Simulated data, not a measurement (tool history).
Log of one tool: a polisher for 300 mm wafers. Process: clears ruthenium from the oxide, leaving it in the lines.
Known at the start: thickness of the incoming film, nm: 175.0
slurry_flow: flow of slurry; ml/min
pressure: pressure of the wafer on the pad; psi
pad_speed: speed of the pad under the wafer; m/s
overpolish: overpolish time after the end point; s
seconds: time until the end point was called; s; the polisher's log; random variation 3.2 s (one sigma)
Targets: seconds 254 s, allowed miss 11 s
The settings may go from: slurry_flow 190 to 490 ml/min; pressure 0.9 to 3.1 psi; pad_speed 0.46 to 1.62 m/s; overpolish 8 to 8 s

{"run": 1, "day": 0.0, "slurry_flow": 315, "pressure": 2, "pad_speed": 1.04, "overpolish": 8, "seconds": 142.18}
{"run": 2, "day": 0.221, "slurry_flow": 315, "pressure": 1.9, "pad_speed": 1.04, "overpolish": 8, "seconds": 149.1}
{"run": 3, "day": 0.433, "slurry_flow": 315, "pressure": 1.9, "pad_speed": 1.12, "overpolish": 8, "seconds": 140.19}
{"run": 4, "day": 0.571, "slurry_flow": 315, "pressure": 1.9, "pad_speed": 1.12, "overpolish": 8, "seconds": 137.29}
{"run": 5, "day": 0.754, "slurry_flow": 370, "pressure": 1.9, "pad_speed": 1.12, "overpolish": 8, "seconds": 136.97}
{"run": 6, "day": 1.058, "slurry_flow": 425, "pressure": 1.9, "pad_speed": 1.12, "overpolish": 8, "seconds": 138.95}
{"run": 7, "day": 1.338, "slurry_flow": 425, "pressure": 1.8, "pad_speed": 1.1, "overpolish": 8, "seconds": 146.01}
{"run": 8, "day": 1.479, "slurry_flow": 420, "pressure": 1.2, "pad_speed": 0.9, "overpolish": 8, "seconds": 232.55}

Which of these 5 next moves meets every target?
{"run": "A", "day": 1.621, "slurry_flow": 420, "pressure": 1.3, "pad_speed": 0.88, "overpolish": 8, "seconds": "?"}
{"run": "B", "day": 1.621, "slurry_flow": 480, "pressure": 1.1, "pad_speed": 1, "overpolish": 8, "seconds": "?"}
{"run": "C", "day": 1.621, "slurry_flow": 430, "pressure": 1, "pad_speed": 0.88, "overpolish": 8, "seconds": "?"}
{"run": "D", "day": 1.621, "slurry_flow": 385, "pressure": 1.1, "pad_speed": 0.96, "overpolish": 8, "seconds": "?"}
{"run": "E", "day": 1.621, "slurry_flow": 405, "pressure": 1.1, "pad_speed": 0.9, "overpolish": 8, "seconds": "?"}

move=A seconds=222.46
move=B seconds=221.82
move=C seconds=268.58
move=D seconds=233.41
move=E seconds=246.87
A: further off than the last run
B: further off than the last run
C: takes the result that was furthest off past its target
D: as far off as the last run
E: meets every target
The right move is E.
